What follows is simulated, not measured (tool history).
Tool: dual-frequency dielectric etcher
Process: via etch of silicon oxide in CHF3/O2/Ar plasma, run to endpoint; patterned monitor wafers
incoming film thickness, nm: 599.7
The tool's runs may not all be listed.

Run 1, hour 0: source power (kW) 0.5, bias power (kW) 0.21. Result: endpoint time (s) 293.25.
Run 2, hour 4.8: source power (kW) 0.48, bias power (kW) 0.204. Result: endpoint time (s) 298.1.
Run 3, hour 12.7: source power (kW) 0.48, bias power (kW) 0.24. Result: endpoint time (s) 285.47.
Run 4, hour 20: source power (kW) 0.53, bias power (kW) 0.24. Result: endpoint time (s) 275.78.
Run 5, hour 27.7: source power (kW) 0.5, bias power (kW) 0.229. Result: endpoint time (s) 285.67.
Run 6, hour 36.3: source power (kW) 0.5, bias power (kW) 0.214. Result: endpoint time (s) 291.61.
Run 7, hour 39.9: source power (kW) 0.48, bias power (kW) 0.206. Result: endpoint time (s) 300.17.
Run 8, hour 43.2: source power (kW) 0.46, bias power (kW) 0.201. Result: endpoint time (s) 306.73.
Run 9, hour 50.9: source power (kW) 0.44, bias power (kW) 0.197. Result: endpoint time (s) 314.2.

The next listed run, before its measurement:
Run 10, hour 53.7: source power (kW) 0.42, bias power (kW) 0.194. Result: endpoint time (s) ?.

Run 10 gave endpoint time (s) 320.86.
